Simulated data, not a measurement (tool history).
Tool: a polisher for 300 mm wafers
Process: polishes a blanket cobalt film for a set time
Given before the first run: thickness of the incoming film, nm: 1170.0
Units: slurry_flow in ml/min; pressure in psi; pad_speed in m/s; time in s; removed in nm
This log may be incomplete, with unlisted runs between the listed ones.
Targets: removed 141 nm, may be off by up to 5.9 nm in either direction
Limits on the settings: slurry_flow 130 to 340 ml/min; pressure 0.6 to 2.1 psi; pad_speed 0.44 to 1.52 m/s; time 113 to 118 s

Run 1, day 0: slurry_flow 220 ml/min, pressure 1.3 psi, pad_speed 0.98 m/s, time 113 s. Result: removed 315.22 nm.
Run 2, day 0.288: slurry_flow 170 ml/min, pressure 1.3 psi, pad_speed 0.98 m/s, time 113 s. Result: removed 307.79 nm.
Run 3, day 0.596: slurry_flow 140 ml/min, pressure 1.3 psi, pad_speed 0.98 m/s, time 113 s. Result: removed 300.95 nm.
Run 4, day 0.825: slurry_flow 190 ml/min, pressure 1.3 psi, pad_speed 0.98 m/s, time 113 s. Result: removed 310.78 nm.
Run 5, day 1: slurry_flow 190 ml/min, pressure 1.3 psi, pad_speed 0.84 m/s, time 113 s. Result: removed 266.61 nm.
Run 6, day 1.208: slurry_flow 190 ml/min, pressure 1.3 psi, pad_speed 0.72 m/s, time 113 s. Result: removed 227.5 nm.
Run 7, day 1.404: slurry_flow 190 ml/min, pressure 0.9 psi, pad_speed 0.7 m/s, time 113 s. Result: removed 171.01 nm.
Run 8, day 1.675: slurry_flow 190 ml/min, pressure 0.8 psi, pad_speed 0.7 m/s, time 113 s. Result: removed 156.82 nm.

Next run, 4 choices. One meets every target within its allowed miss, the rest don't. Which?
Run A, day 1.946: slurry_flow 220 ml/min, pressure 0.8 psi, pad_speed 0.6 m/s, time 117 s. Result: removed ?.
Run B, day 1.946: slurry_flow 160 ml/min, pressure 0.8 psi, pad_speed 0.7 m/s, time 116 s. Result: removed ?.
Run C, day 1.946: slurry_flow 245 ml/min, pressure 0.9 psi, pad_speed 0.6 m/s, time 117 s. Result: removed ?.
Run D, day 1.946: slurry_flow 135 ml/min, pressure 0.9 psi, pad_speed 0.74 m/s, time 118 s. Result: removed ?.

move  removed
   A    142.5
   B   155.54
   C   156.96
   D    174.9
A: all results land within tolerance of their targets
B: moves toward the targets from the last run without getting all of them in spec
C: as far off as the last run
D: lands further from the targets than the last run did
Go with A: it meets all targets.
